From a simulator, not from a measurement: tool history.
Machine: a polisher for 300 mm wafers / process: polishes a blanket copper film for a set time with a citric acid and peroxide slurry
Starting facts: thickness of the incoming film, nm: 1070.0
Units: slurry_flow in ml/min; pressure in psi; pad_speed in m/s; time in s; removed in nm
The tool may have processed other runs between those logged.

run  hour  slurry_flow  pressure  pad_speed  slurry_solids  time  removed
  1   0.0          140       2.1       0.80            1.0    20   23.245
  2   8.3          140       2.1       0.80            0.9    20   23.134
  3  11.5          135       2.0       0.80            0.9    20   21.785
  4  17.6          135       2.0       0.80            0.9    18   19.659
  5  22.5          135       2.0       0.80            0.9    20   22.035
  6  24.5          135       2.0       0.80            0.9    18   19.591
  7  27.8          135       2.0       0.80            0.9    18   19.632
  8  34.9          125       2.0       0.80            0.9    18   19.056
  9  41.4          115       2.0       0.80            0.9    18   19.007

Forecast run 10:
 10  46.0          110       2.0       0.80            0.9    18        ?

{"run 10": {"removed": 18.75}}

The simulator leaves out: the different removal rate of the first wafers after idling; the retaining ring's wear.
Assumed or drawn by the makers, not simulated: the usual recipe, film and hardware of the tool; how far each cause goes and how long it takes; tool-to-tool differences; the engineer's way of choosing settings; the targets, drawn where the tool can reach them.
